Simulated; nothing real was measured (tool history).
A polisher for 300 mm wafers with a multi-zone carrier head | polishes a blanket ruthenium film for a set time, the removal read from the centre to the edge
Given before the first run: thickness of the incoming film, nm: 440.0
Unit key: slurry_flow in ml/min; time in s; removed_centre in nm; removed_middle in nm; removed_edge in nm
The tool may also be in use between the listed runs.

run	hour	slurry_flow	centre_zone	middle_zone	edge_zone	time	removed_centre	removed_middle	removed_edge
1	0.0	180	1.00	1.00	1.00	53	47.769	47.250	47.893
2	4.0	180	1.04	1.00	1.00	53	50.043	46.990	48.440
3	13.0	185	1.02	1.02	1.03	54	50.608	49.000	49.734
4	19.9	185	1.02	1.02	1.03	44	40.627	40.373	40.376
5	27.9	185	1.02	1.09	1.03	44	40.721	41.983	40.874
6	31.8	185	1.02	1.09	1.00	44	40.979	41.721	40.136
7	35.0	190	1.00	1.11	1.02	47	42.578	46.135	43.259
8	40.2	195	0.99	1.11	1.05	49	44.248	48.795	46.211
9	48.3	200	0.98	1.11	1.07	50	45.232	49.940	47.627
10	53.6	205	0.97	1.12	1.09	51	45.899	51.475	48.867

Run 11 comes next. What will it give?
11	57.0	210	0.96	1.12	1.11	52	?	?	?

{"run 11": {"removed_centre": 46.327, "removed_middle": 51.364, "removed_edge": 50.733}}

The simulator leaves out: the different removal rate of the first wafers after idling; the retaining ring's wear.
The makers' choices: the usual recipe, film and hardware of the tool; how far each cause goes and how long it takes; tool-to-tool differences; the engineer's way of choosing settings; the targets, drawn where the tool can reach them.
